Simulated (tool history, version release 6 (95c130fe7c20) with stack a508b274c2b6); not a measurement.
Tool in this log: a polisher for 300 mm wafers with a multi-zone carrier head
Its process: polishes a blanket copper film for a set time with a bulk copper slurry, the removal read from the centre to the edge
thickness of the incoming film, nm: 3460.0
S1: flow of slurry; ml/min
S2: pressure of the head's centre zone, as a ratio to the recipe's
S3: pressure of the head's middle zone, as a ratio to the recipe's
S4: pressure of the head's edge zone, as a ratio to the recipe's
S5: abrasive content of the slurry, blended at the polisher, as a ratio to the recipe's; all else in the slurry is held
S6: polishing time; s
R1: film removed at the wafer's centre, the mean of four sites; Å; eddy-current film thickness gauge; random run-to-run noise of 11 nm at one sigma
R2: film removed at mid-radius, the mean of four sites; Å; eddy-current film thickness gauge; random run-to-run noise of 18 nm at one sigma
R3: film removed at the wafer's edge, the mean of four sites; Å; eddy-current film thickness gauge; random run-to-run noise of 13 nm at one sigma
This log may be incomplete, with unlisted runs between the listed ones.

run 1 hour=0 | S1=170 S2=1 S3=1 S4=1 S5=1 S6=78 | R1=10788 R2=10496 R3=10610
run 2 hour=6.1 | S1=175 S2=1.01 S3=1.01 S4=1.02 S5=1.1 S6=80 | R1=11416 R2=11029 R3=11348
run 3 hour=11.2 | S1=180 S2=1.02 S3=1.03 S4=1.04 S5=1.15 S6=81 | R1=11783 R2=11227 R3=11677
run 4 hour=15.9 | S1=180 S2=1.02 S3=1.08 S4=1.04 S5=1.15 S6=81 | R1=11920 R2=11873 R3=11666
run 5 hour=24.2 | S1=180 S2=1.08 S3=1.08 S4=1.04 S5=1.15 S6=81 | R1=12458 R2=12006 R3=11642
run 6 hour=26.7 | S1=180 S2=1.08 S3=1 S4=1.04 S5=1.15 S6=81 | R1=12608 R2=11269 R3=11583

The next listed run, before its measurement:
run 7 hour=32 | S1=210 S2=1.07 S3=1.06 S4=1.14 S5=1.4 S6=94 | R1=? R2=? R3=?

For run 7 the tool returned R1 15259 Å, R2 14291 Å, R3 15015 Å.
